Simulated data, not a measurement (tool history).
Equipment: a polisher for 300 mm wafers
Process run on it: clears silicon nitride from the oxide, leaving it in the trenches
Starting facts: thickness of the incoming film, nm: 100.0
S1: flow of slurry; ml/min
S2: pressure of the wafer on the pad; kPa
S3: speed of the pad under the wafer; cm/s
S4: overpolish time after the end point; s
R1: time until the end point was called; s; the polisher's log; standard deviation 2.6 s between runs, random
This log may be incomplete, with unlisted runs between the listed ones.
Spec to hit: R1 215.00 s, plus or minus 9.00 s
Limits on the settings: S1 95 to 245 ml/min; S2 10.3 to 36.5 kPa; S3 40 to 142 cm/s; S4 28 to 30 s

run,hour,S1,S2,S3,S4,R1
1,0.0,155,23.4,90,28,118.29
2,5.2,155,23.4,90,30,118.38
3,9.3,155,20.7,90,30,135.61
4,10.0,155,18.6,90,30,143.60
5,12.0,155,16.5,88,30,163.10
6,15.0,185,16.5,88,30,158.44
7,20.2,185,15.2,88,30,169.70
8,27.3,185,13.8,88,30,180.89
9,33.4,170,10.3,88,30,236.00
10,35.2,175,10.3,88,30,230.48
11,41.5,180,10.3,88,30,232.50
12,50.2,185,10.3,88,30,230.62
13,58.2,190,10.3,88,30,233.21
14,59.9,190,10.3,88,30,236.50

5 candidate next runs follow, results not yet known. Just one meets every target within its allowed miss. Identify it.
A,61.6,170,11.7,90,30,?
B,61.6,210,10.3,86,28,?
C,61.6,195,12.4,98,30,?
D,61.6,230,11.0,102,30,?
E,61.6,170,10.3,74,28,?

move,R1
A,214.27
B,236.87
C,190.85
D,200.81
E,264.95
A: meets every target
B: about the same distance from the targets as the last run
C: takes the result that was furthest off past its target
D: takes the result that was furthest off past its target
E: further off than the last run
A meets every target.
